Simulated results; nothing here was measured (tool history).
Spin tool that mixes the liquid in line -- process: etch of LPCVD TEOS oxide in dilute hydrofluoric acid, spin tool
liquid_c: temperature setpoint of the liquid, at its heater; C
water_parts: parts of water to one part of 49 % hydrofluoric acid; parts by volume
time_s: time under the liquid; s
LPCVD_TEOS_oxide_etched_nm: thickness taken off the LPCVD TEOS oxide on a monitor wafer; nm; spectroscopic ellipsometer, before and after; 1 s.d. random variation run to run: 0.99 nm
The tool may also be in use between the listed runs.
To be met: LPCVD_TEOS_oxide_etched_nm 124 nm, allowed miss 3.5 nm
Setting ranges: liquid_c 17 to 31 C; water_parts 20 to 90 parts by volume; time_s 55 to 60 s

run  hour  liquid_c  water_parts  time_s  LPCVD_TEOS_oxide_etched_nm
  1     0        23           50      55                      53.284
  2   7.1        24           45      55                      62.075
  3  12.8      26.5           45      55                      68.478
  4  21.6        24           45      55                      61.959
  5    29        24           35      55                      81.032
  6  33.4        24           35      60                      88.415
  7  38.8        25           35      60                      91.646
  8  43.9      25.5           35      60                      93.627
  9  47.8        26           35      60                      95.636
 10  56.5        26           35      60                      94.799
 11  65.3      26.5           35      60                      98.772
 12  73.7        27           35      60                      99.969
 13  81.3        31           30      60                      137.11
 14  88.1      30.5           30      60                      134.37
 15  90.1      29.5           30      60                      128.65

4 candidate next runs follow, results not yet known. Just one meets every target within its allowed miss. Identify it.
  A  92.1      30.5           30      55                           ?
  B  92.1        31           35      60                           ?
  C  92.1      30.5           35      60                           ?
  D  92.1        28           25      55                           ?

move  LPCVD_TEOS_oxide_etched_nm
   A                      122.68
   B                      116.08
   C                      113.81
   D                      134.13
A: hits every target within its allowed miss
B: takes the result that was furthest off past its target
C: takes the result that was furthest off past its target
D: moves away from the targets compared with the last run
Correct choice: A, which meets every target
